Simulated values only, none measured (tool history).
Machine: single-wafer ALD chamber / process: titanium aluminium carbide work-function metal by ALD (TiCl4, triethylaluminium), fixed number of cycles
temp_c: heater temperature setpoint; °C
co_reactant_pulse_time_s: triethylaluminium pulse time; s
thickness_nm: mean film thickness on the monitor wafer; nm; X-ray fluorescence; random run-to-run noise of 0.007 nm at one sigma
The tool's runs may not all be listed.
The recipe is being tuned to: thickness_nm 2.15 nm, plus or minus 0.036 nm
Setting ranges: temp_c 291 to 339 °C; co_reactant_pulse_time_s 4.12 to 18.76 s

run,hour,temp_c,co_reactant_pulse_time_s,thickness_nm
1,0,315,11.44,2.3135
2,6.7,324,11.44,2.3813
3,15,332,11.44,2.4681
4,17.9,325,10.64,2.3898
5,21.9,320,9.99,2.3377
6,25.1,320,8.88,2.3204
7,33.5,316,8.39,2.2677
8,34.2,313,8.07,2.2315
9,35.1,311,7.86,2.2026
10,35.7,310,7.74,2.2129
11,36.7,302,6.57,2.1042
12,37.5,303,6.68,2.0902

Which one of the following 5 next-run settings gets every result inside its allowed miss? There is exactly one.
A,38.3,313,8.72,?
B,38.3,308,6.82,?
C,38.3,303,5.7,?
D,38.3,293,8.78,?
E,38.3,313,8.95,?

move,thickness_nm
A,2.2469
B,2.1463
C,2.0554
D,2.0853
E,2.2524
A: the result that was furthest off in the last run now lies on the other side of its target
B: all results in spec
C: further off than the last run
D: further off than the last run
E: the result that was furthest off in the last run now lies on the other side of its target
Move B is the one to make.
